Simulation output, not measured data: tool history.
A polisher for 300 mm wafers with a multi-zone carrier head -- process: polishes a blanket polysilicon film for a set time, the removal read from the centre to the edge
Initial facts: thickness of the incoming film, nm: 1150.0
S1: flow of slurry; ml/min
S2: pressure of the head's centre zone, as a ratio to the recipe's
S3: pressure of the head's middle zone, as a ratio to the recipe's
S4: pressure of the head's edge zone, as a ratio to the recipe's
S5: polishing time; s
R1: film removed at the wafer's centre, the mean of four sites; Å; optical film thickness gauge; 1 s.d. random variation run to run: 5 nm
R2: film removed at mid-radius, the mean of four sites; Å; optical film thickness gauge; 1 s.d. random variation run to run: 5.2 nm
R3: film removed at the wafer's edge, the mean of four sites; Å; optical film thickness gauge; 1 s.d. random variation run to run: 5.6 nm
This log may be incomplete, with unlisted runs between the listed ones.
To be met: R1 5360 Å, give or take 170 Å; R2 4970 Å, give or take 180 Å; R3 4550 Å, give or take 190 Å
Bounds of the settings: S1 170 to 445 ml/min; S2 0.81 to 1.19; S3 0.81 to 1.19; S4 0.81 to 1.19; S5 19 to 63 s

run  hour   S1    S2    S3    S4  S5      R1      R2      R3
  1     0  285     1     1     1  41  3705.7    3698  3739.6
  2   5.8  285  0.92     1     1  41    3475    3666  3701.2
  3   7.9  285  0.92     1     1  36  2992.2  3168.2    3242
  4  16.7  290  0.95  1.01     1  37  3245.8    3347  3407.4
  5  25.4  300  0.98  1.03     1  38  3454.3    3503  3486.4
  6  32.8  300  0.98  1.03     1  43  3916.4  3983.4  3889.3
  7  36.6  300  0.98  1.03     1  43  3914.7  3981.9  3893.1
  8  39.3  335  1.08  1.13   1.1  48  4817.7  4835.9  4621.1
  9    46  340  1.09  1.13   1.1  48  4977.3  4801.6    4559
 10  54.5  345  1.09  1.13   1.1  48  4824.3  4946.4  4629.8
 11  58.6  340   1.1  1.13   1.1  48  4871.7  4811.6  4735.5
 12    63  350  1.11  1.13  1.07  48    4953    4810  4552.1
 13  68.2  350  1.12  1.13  1.07  48  4951.2  4765.9  4548.7
 14  76.3  350  1.13  1.14  1.07  48  5004.7  4832.9  4497.5
 15  79.9  350  1.14  1.14  1.07  48  5078.2    4792  4540.3

Exercise: of the 5 proposed moves below, exactly one satisfies all targets within the stated allowed misses. Which move is it?
  A  83.5  335  1.12  1.07  1.14  47   ?   ?   ?
  B  83.5  350   1.1  1.16  1.11  46   ?   ?   ?
  C  83.5  345  1.17  1.16  1.05  49   ?   ?   ?
  D  83.5  385  1.18  1.15  1.11  45   ?   ?   ?
  E  83.5  355  1.19  1.11     1  46   ?   ?   ?

move      R1      R2      R3
   A  5008.7    4520  4531.7
   B  4833.8  4741.4  4380.8
   C  5472.7    5044  4534.7
   D  5111.7  4633.8  4307.8
   E  5236.1  4576.3  4165.9
A: moves away from the targets compared with the last run
B: moves away from the targets compared with the last run
C: every result within its allowed miss
D: moves away from the targets compared with the last run
E: gets the furthest-off result to its target, but another result is out of tolerance
Go with C: it meets all targets.

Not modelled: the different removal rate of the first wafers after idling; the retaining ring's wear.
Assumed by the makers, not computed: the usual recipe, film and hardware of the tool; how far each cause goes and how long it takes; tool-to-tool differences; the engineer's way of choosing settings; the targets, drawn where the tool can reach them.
